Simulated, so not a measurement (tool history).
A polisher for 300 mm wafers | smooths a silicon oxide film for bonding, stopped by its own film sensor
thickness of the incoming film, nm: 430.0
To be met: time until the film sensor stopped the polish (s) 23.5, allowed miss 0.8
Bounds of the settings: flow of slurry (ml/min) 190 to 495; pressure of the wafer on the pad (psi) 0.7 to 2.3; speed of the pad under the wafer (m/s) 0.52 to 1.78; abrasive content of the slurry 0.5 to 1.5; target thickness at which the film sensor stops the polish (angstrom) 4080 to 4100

| run | day | flow of slurry (ml/min) | pressure of the wafer on the pad (psi) | speed of the pad under the wafer (m/s) | abrasive content of the slurry | target thickness at which the film sensor stops the polish (angstrom) | time until the film sensor stopped the polish (s) |
|---|---|---|---|---|---|---|---|
| 1 | 0 | 320 | 1.5 | 1.14 | 1 | 4080 | 37.666 |
| 2 | 0.175 | 320 | 1.8 | 1.14 | 1 | 4080 | 33.298 |
| 3 | 0.288 | 320 | 1.5 | 1.14 | 1 | 4080 | 37.962 |
| 4 | 0.338 | 320 | 1.5 | 1.14 | 0.8 | 4080 | 45.451 |
| 5 | 0.654 | 360 | 1.5 | 1.14 | 0.8 | 4080 | 43.853 |
| 6 | 0.888 | 365 | 1.6 | 1.18 | 0.8 | 4080 | 41.293 |
| 7 | 1.138 | 365 | 1.6 | 1.18 | 0.8 | 4080 | 41.569 |
| 8 | 1.45 | 365 | 1.7 | 1.24 | 0.8 | 4080 | 38.386 |
| 9 | 1.783 | 365 | 1.8 | 1.3 | 0.8 | 4080 | 37.247 |
| 10 | 1.962 | 365 | 1.9 | 1.38 | 0.85 | 4080 | 32.262 |
| 11 | 2.242 | 365 | 2 | 1.44 | 0.85 | 4080 | 30.632 |
| 12 | 2.292 | 365 | 2 | 1.44 | 0.85 | 4080 | 30.899 |
| 13 | 2.471 | 365 | 2 | 1.5 | 0.85 | 4080 | 30.262 |
| 14 | 2.579 | 365 | 2.3 | 1.6 | 0.85 | 4080 | 26.823 |
| 15 | 2.754 | 365 | 2.3 | 1.62 | 0.85 | 4080 | 25.869 |
| 16 | 3.025 | 365 | 2.3 | 1.64 | 0.85 | 4080 | 25.3 |
| 17 | 3.396 | 365 | 2.3 | 1.66 | 0.85 | 4080 | 25.538 |
| 18 | 3.425 | 365 | 2.3 | 1.68 | 0.85 | 4080 | 25.481 |
| 19 | 3.529 | 365 | 2.3 | 1.7 | 0.85 | 4080 | 25.24 |

5 next moves are on the table. One of them brings every result within its allowed miss. Which?
| A | 3.633 | 495 | 2.2 | 1.4 | 0.9 | 4080 | ? |
| B | 3.633 | 265 | 2.3 | 1.76 | 0.75 | 4090 | ? |
| C | 3.633 | 380 | 2.2 | 1.58 | 0.9 | 4100 | ? |
| D | 3.633 | 315 | 2.3 | 1.64 | 0.85 | 4090 | ? |
| E | 3.633 | 335 | 2.2 | 1.7 | 0.8 | 4100 | ? |

| move | time until the film sensor stopped the polish (s) |
|---|---|
| A | 27.279 |
| B | 27.318 |
| C | 23.631 |
| D | 24.981 |
| E | 25.278 |
A: further off than the last run
B: further off than the last run
C: meets every target
D: nearer than the last run, and not there yet
E: as far off as the last run
The right move is C.
